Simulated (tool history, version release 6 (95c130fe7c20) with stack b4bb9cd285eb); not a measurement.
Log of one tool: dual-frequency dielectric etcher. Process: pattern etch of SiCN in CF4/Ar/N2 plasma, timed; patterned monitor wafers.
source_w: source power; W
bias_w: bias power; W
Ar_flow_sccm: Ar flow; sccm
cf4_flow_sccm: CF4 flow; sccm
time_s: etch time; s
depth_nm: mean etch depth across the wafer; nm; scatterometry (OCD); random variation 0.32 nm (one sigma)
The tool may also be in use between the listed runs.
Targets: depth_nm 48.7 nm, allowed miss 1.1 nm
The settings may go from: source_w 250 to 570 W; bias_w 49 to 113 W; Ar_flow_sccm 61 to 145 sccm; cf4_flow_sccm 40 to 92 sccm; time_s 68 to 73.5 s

run,hour,source_w,bias_w,Ar_flow_sccm,cf4_flow_sccm,time_s,depth_nm
1,0,410,81,103,66,73.5,55.48
2,5,400,81,103,66,73.5,54.669
3,9.4,400,89,103,66,73.5,56.711
4,12.9,390,89,103,66,73.5,54.66
# hour 16.7: CF4 flow controller replaced
5,16.7,380,89,103,66,73.5,54.14
6,25.6,450,89,103,66,73.5,60.299
7,26.2,370,85,104,66,73.5,51.786
8,28.7,360,85,104,66,73.5,50.897

4 next moves are on the table. One of them brings every result within its allowed miss. Which?
A,31.2,380,71,111,72,71.5,?
B,31.2,360,99,103,57,73.5,?
C,31.2,380,87,109,66,71.5,?
D,31.2,380,83,96,60,72,?

move,depth_nm
A,48.65
B,52.281
C,51.11
D,51.269
A: meets every target
B: further off than the last run
C: further off than the last run
D: further off than the last run
Move A is the one to make.
